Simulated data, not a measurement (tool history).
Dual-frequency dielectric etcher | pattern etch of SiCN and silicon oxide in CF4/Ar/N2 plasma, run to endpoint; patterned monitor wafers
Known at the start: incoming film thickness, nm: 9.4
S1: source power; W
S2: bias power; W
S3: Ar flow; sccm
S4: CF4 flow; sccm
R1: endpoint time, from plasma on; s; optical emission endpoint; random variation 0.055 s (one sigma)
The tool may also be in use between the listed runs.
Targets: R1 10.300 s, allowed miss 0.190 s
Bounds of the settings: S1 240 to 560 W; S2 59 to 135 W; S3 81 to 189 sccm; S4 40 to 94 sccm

run	hour	S1	S2	S3	S4	R1
1	0.0	400	97	135	67	13.189
2	2.2	400	109	135	67	12.471
3	9.5	400	121	135	67	11.936
4	11.2	360	121	135	67	12.892
5	17.8	360	121	146	67	13.170
6	21.5	360	121	125	67	12.904
7	28.5	380	121	125	67	12.256
8	34.5	460	122	125	67	10.519

Which of these 4 next moves meets every target?
A	40.5	490	126	165	53	?
B	40.5	440	125	121	62	?
C	40.5	450	119	152	61	?
D	40.5	420	135	166	88	?

move	R1
A	10.310
B	10.891
C	11.122
D	10.915
A: meets every target
B: further off than the last run
C: further off than the last run
D: further off than the last run
Answer: A
